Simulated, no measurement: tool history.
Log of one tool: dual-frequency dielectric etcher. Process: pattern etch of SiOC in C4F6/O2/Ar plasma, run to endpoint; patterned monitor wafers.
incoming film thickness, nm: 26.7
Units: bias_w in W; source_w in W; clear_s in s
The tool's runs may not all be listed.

run,day,bias_w,source_w,clear_s
1,0.000,630,310,10.2000
2,0.296,520,310,11.0970
3,0.479,551,310,10.8150
4,0.500,578,310,10.5880
5,0.575,601,310,10.4420
6,0.721,701,310,9.7674

Run 7 comes next. What will it give?
7,1.046,711,310,?

clear_s: 9.7169 s
